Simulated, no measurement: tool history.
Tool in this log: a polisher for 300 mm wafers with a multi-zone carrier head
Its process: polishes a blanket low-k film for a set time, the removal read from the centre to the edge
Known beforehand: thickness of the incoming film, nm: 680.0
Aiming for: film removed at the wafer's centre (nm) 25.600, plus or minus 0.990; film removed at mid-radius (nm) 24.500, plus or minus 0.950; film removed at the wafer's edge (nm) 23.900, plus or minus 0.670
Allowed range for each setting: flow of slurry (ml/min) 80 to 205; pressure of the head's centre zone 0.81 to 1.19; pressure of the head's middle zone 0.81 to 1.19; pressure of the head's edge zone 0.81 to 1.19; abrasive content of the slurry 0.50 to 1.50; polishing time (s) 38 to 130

run	hour	flow of slurry (ml/min)	pressure of the head's centre zone	pressure of the head's middle zone	pressure of the head's edge zone	abrasive content of the slurry	polishing time (s)	film removed at the wafer's centre (nm)	film removed at mid-radius (nm)	film removed at the wafer's edge (nm)
1	0.0	135	1.00	1.00	1.00	1.00	84	38.832	37.526	37.592
2	4.7	130	0.99	0.99	0.96	0.85	81	33.228	32.730	32.553
3	10.1	125	1.00	0.98	0.92	0.75	80	31.189	30.046	29.872
4	18.0	120	1.00	0.98	0.89	0.70	79	29.007	28.402	27.412
5	21.6	120	1.00	0.90	0.89	0.70	79	29.150	26.379	28.220
6	22.7	120	1.06	0.90	0.89	0.70	79	31.241	26.704	28.324
7	24.0	115	1.04	0.91	0.87	0.65	79	27.901	25.634	26.651
8	24.9	110	1.06	0.92	0.85	0.65	79	28.589	25.347	25.951
9	31.1	105	1.05	0.93	0.84	0.65	79	27.362	24.677	25.648
10	35.3	100	1.05	0.95	0.83	0.65	79	27.480	24.919	25.159
11	42.6	95	1.04	0.96	0.82	0.65	79	26.386	24.824	24.786
12	50.9	95	1.04	0.97	0.82	0.65	79	26.466	25.399	24.976
13	54.6	90	1.05	0.98	0.81	0.55	79	22.970	22.505	22.166
14	58.3	100	1.05	0.98	0.82	0.55	79	24.510	23.060	22.643
15	59.7	105	1.04	0.98	0.83	0.55	79	25.008	23.688	23.340

Of the 4 settings listed for the next run, only one would bring every result within its allowed miss of target. Which one?
A	61.1	85	1.07	1.00	0.83	0.55	86	?	?	?
B	61.1	90	0.99	0.99	0.83	0.50	89	?	?	?
C	61.1	110	1.09	0.96	0.81	0.60	73	?	?	?
D	61.1	115	1.04	0.97	0.81	0.55	75	?	?	?

move	film removed at the wafer's centre (nm)	film removed at mid-radius (nm)	film removed at the wafer's edge (nm)
A	25.794	24.149	23.497
B	23.886	23.836	23.202
C	26.071	22.848	22.172
D	24.606	22.730	21.772
A: all results in spec
B: the worst result of the last run now meets its target, but another is out of spec
C: further off than the last run
D: further off than the last run
So the answer is move A, the one that meets all the targets.

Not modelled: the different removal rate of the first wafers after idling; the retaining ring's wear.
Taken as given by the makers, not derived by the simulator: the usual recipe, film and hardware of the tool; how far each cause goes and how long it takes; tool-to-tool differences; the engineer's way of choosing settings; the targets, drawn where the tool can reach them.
